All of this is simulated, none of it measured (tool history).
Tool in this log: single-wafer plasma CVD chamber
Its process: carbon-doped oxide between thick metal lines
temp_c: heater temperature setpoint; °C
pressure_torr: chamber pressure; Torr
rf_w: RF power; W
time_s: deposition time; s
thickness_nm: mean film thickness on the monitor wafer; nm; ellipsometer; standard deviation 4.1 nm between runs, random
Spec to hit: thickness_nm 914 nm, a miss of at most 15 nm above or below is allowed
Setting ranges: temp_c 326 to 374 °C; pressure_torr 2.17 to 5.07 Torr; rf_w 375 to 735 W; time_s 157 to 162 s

run,hour,temp_c,pressure_torr,rf_w,time_s,thickness_nm
1,0,350,3.62,555,157,820.45
2,4.6,350,3.62,605,157,858.28
3,7.2,349,3.68,605,157,866.77
4,12.4,348,3.72,605,157,859.87
5,16.2,348,3.72,605,157,868.44
6,18.4,357,3.72,605,157,846.64
7,23.8,356,3.78,610,157,852.88
8,31.7,355,3.83,610,157,852.6
9,40.6,354,3.84,615,157,856.74
10,43.3,353,3.83,620,157,863.83
11,50.9,352,3.83,625,157,864.81
12,54.8,351,3.82,630,157,877.94
13,59.6,350,3.83,630,157,876.79

Exactly one of the 5 candidate moves below puts every result within its allowed miss. Which one?
A,64.4,346,2.96,575,161,?
B,64.4,348,3.8,685,161,?
C,64.4,346,4.05,630,161,?
D,64.4,352,4.23,620,158,?
E,64.4,359,4.67,590,158,?

move,thickness_nm
A,848.19
B,945.14
C,916.86
D,881.14
E,852.42
A: moves away from the targets compared with the last run
B: the result that was furthest off in the last run now lies on the other side of its target
C: hits every target within its allowed miss
D: moves toward the targets from the last run without getting all of them in spec
E: moves away from the targets compared with the last run
Go with C: it meets all targets.
